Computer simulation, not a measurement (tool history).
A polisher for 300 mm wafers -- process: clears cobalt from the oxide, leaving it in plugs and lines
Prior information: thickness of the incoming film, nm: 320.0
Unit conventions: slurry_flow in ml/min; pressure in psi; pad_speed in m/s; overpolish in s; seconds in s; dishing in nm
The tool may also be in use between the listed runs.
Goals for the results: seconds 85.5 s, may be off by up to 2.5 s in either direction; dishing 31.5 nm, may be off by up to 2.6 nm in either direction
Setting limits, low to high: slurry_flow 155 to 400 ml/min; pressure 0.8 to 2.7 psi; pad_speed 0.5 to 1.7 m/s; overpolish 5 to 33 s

Run 1, hour 0: slurry_flow 255 ml/min, pressure 1.7 psi, pad_speed 1.1 m/s, overpolish 17 s. Result: seconds 75.545 s, dishing 42.315 nm.
Run 2, hour 1.8: slurry_flow 255 ml/min, pressure 1.7 psi, pad_speed 1.3 m/s, overpolish 17 s. Result: seconds 66.583 s, dishing 46.652 nm.
Run 3, hour 5: slurry_flow 255 ml/min, pressure 1.6 psi, pad_speed 1.3 m/s, overpolish 15 s. Result: seconds 70.159 s, dishing 41.488 nm.
Run 4, hour 11.2: slurry_flow 255 ml/min, pressure 1.6 psi, pad_speed 1.3 m/s, overpolish 21 s. Result: seconds 69.64 s, dishing 48.826 nm.
Run 5, hour 17.7: slurry_flow 255 ml/min, pressure 1.6 psi, pad_speed 1.3 m/s, overpolish 17 s. Result: seconds 70.31 s, dishing 42.864 nm.
Run 6, hour 19.6: slurry_flow 255 ml/min, pressure 1.5 psi, pad_speed 1.3 m/s, overpolish 16 s. Result: seconds 75.907 s, dishing 39.411 nm.
Run 7, hour 28.3: slurry_flow 255 ml/min, pressure 1.5 psi, pad_speed 1.3 m/s, overpolish 15 s. Result: seconds 74.007 s, dishing 40.628 nm.
Run 8, hour 32.8: slurry_flow 255 ml/min, pressure 1.5 psi, pad_speed 1.3 m/s, overpolish 15 s. Result: seconds 75.292 s, dishing 40.551 nm.
Run 9, hour 36.3: slurry_flow 255 ml/min, pressure 1.5 psi, pad_speed 1.3 m/s, overpolish 13 s. Result: seconds 76.124 s, dishing 35.9 nm.
At hour 44.3: worn pad replaced by a new one.
Run 10, hour 44.3: slurry_flow 250 ml/min, pressure 1.4 psi, pad_speed 1.3 m/s, overpolish 12 s. Result: seconds 75.523 s, dishing 33.211 nm.
Run 11, hour 46.2: slurry_flow 250 ml/min, pressure 1.1 psi, pad_speed 1.28 m/s, overpolish 14 s. Result: seconds 97.58 s, dishing 32.386 nm.
Run 12, hour 54.6: slurry_flow 250 ml/min, pressure 1.1 psi, pad_speed 1.28 m/s, overpolish 13 s. Result: seconds 96.35 s, dishing 31.379 nm.
Run 13, hour 60.1: slurry_flow 265 ml/min, pressure 1.3 psi, pad_speed 1.28 m/s, overpolish 11 s. Result: seconds 81.909 s, dishing 30.774 nm.
Run 14, hour 65.2: slurry_flow 265 ml/min, pressure 1.3 psi, pad_speed 1.28 m/s, overpolish 11 s. Result: seconds 82.11 s, dishing 30.927 nm.
Run 15, hour 66.4: slurry_flow 255 ml/min, pressure 1.2 psi, pad_speed 1.28 m/s, overpolish 12 s. Result: seconds 88.813 s, dishing 29.746 nm.
Run 16, hour 73.8: slurry_flow 260 ml/min, pressure 1.2 psi, pad_speed 1.28 m/s, overpolish 12 s. Result: seconds 89.935 s, dishing 30.238 nm.
Run 17, hour 78.5: slurry_flow 265 ml/min, pressure 1.2 psi, pad_speed 1.28 m/s, overpolish 12 s. Result: seconds 88.926 s, dishing 30.37 nm.
Run 18, hour 86.4: slurry_flow 280 ml/min, pressure 1.3 psi, pad_speed 1.28 m/s, overpolish 13 s. Result: seconds 82.443 s, dishing 35.955 nm.
Run 19, hour 88.2: slurry_flow 275 ml/min, pressure 1.3 psi, pad_speed 1.28 m/s, overpolish 13 s. Result: seconds 81.096 s, dishing 34.576 nm.
Run 20, hour 91: slurry_flow 270 ml/min, pressure 1.3 psi, pad_speed 1.28 m/s, overpolish 13 s. Result: seconds 82.44 s, dishing 34.259 nm.
Run 21, hour 98.8: slurry_flow 265 ml/min, pressure 1.3 psi, pad_speed 1.28 m/s, overpolish 13 s. Result: seconds 81.87 s, dishing 35.614 nm.
Run 22, hour 103.7: slurry_flow 260 ml/min, pressure 1.3 psi, pad_speed 1.28 m/s, overpolish 13 s. Result: seconds 82.866 s, dishing 33.35 nm.
Run 23, hour 112.2: slurry_flow 255 ml/min, pressure 1.3 psi, pad_speed 1.28 m/s, overpolish 13 s. Result: seconds 82.806 s, dishing 34.22 nm.
Run 24, hour 115.7: slurry_flow 250 ml/min, pressure 1.3 psi, pad_speed 1.28 m/s, overpolish 12 s. Result: seconds 82.339 s, dishing 33.159 nm.

Consider the 4 candidate settings below. Which is the only one whose results all fall within their allowed miss of target?
Run A, hour 119.2: slurry_flow 200 ml/min, pressure 1.4 psi, pad_speed 1.3 m/s, overpolish 15 s. Result: seconds ?, dishing ?.
Run B, hour 119.2: slurry_flow 230 ml/min, pressure 1.5 psi, pad_speed 1.02 m/s, overpolish 12 s. Result: seconds ?, dishing ?.
Run C, hour 119.2: slurry_flow 325 ml/min, pressure 1.2 psi, pad_speed 1.42 m/s, overpolish 13 s. Result: seconds ?, dishing ?.
Run D, hour 119.2: slurry_flow 250 ml/min, pressure 1.1 psi, pad_speed 1.34 m/s, overpolish 19 s. Result: seconds ?, dishing ?.

move  seconds  dishing
   A   77.712   38.717
   B   85.695   31.081
   C   79.456   34.701
   D   92.831   40.241
A: its largest miss is bigger than the last run's
B: every result lands within tolerance
C: its largest miss is bigger than the last run's
D: the result that was furthest off in the last run now lies on the other side of its target
The right move is B.
